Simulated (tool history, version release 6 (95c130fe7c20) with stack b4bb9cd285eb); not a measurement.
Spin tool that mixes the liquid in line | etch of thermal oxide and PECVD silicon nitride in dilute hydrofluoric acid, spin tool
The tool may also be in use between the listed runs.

run  hour  temperature setpoint of the liquid (K)  parts of water to one part of 49 % hydrofluoric acid (parts by volume)  time under the liquid (s)  thickness taken off the thermal oxide on a monitor wafer (angstrom)  thickness taken off the PECVD silicon nitride on a monitor wafer (angstrom)
  1   0.0                                  294.15                                                                      55                        180                                                              134.770                                                                      103.200
  2   4.4                                  294.15                                                                      75                        180                                                               96.263                                                                       76.632
  3   5.3                                  294.15                                                                      85                        180                                                               84.445                                                                       67.478
  4   9.0                                  296.65                                                                      85                        180                                                               92.710                                                                       80.039
  5  12.7                                  296.65                                                                      70                        180                                                              115.250                                                                       96.461
  6  18.9                                  296.65                                                                      70                        150                                                               96.758                                                                       80.439

The next listed run, before its measurement:
  7  25.3                                  296.15                                                                      70                        150                                                                    ?                                                                            ?

Run 7 came out at thickness taken off the thermal oxide on a monitor wafer (angstrom) 94.201, thickness taken off the PECVD silicon nitride on a monitor wafer (angstrom) 78.381.
